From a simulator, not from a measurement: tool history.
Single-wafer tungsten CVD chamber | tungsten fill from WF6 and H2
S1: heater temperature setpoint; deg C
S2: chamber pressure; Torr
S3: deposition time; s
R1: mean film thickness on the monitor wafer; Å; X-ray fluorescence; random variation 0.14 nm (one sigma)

run,hour,S1,S2,S3,R1
1,0.0,375,40.0,9.2,202.55
2,5.3,375,36.8,9.2,196.82
3,13.8,375,36.8,8.7,187.35
4,19.3,375,39.9,8.7,191.37
5,21.1,375,39.9,8.7,190.17
6,24.4,384,39.9,8.7,228.33
7,29.6,386,40.0,8.7,237.01

The next listed run, before its measurement:
8,38.3,387,40.0,8.7,?

{"run 8": {"R1": 242.03}}
